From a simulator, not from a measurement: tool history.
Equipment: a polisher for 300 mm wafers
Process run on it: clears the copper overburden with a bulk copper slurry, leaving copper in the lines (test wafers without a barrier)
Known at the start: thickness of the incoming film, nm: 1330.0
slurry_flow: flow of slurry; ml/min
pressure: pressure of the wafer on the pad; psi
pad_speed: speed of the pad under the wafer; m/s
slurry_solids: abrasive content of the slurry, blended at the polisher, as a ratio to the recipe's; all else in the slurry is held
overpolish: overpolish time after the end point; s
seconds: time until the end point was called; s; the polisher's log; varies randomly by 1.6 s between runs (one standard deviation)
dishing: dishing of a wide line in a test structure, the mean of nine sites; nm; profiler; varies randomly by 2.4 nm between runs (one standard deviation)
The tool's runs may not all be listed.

{"run": 1, "hour": 0.0, "slurry_flow": 265, "pressure": 3.0, "pad_speed": 1.2, "slurry_solids": 1.0, "overpolish": 25, "seconds": 137.53, "dishing": 98.966}
{"run": 2, "hour": 1.4, "slurry_flow": 265, "pressure": 2.7, "pad_speed": 1.2, "slurry_solids": 1.0, "overpolish": 25, "seconds": 152.53, "dishing": 91.07}
{"run": 3, "hour": 8.3, "slurry_flow": 265, "pressure": 2.9, "pad_speed": 1.22, "slurry_solids": 1.0, "overpolish": 24, "seconds": 137.86, "dishing": 93.988}
{"run": 4, "hour": 11.6, "slurry_flow": 265, "pressure": 2.9, "pad_speed": 1.38, "slurry_solids": 1.0, "overpolish": 24, "seconds": 121.76, "dishing": 97.574}
{"run": 5, "hour": 15.7, "slurry_flow": 265, "pressure": 2.6, "pad_speed": 1.38, "slurry_solids": 1.0, "overpolish": 24, "seconds": 138.19, "dishing": 89.727}
{"run": 6, "hour": 24.2, "slurry_flow": 320, "pressure": 2.6, "pad_speed": 1.38, "slurry_solids": 1.0, "overpolish": 24, "seconds": 139.14, "dishing": 90.312}
{"run": 7, "hour": 30.5, "slurry_flow": 320, "pressure": 2.8, "pad_speed": 1.38, "slurry_solids": 1.0, "overpolish": 24, "seconds": 128.44, "dishing": 96.793}
{"run": 8, "hour": 34.7, "slurry_flow": 320, "pressure": 2.9, "pad_speed": 1.38, "slurry_solids": 1.0, "overpolish": 24, "seconds": 124.26, "dishing": 98.351}
{"run": 9, "hour": 36.6, "slurry_flow": 320, "pressure": 3.0, "pad_speed": 1.38, "slurry_solids": 1.0, "overpolish": 24, "seconds": 118.52, "dishing": 101.11}

For run 10, what comes out?
{"run": 10, "hour": 41.3, "slurry_flow": 320, "pressure": 3.1, "pad_speed": 1.38, "slurry_solids": 1.0, "overpolish": 24, "seconds": "?", "dishing": "?"}

{"run 10": {"seconds": 118.42, "dishing": 103.97}}
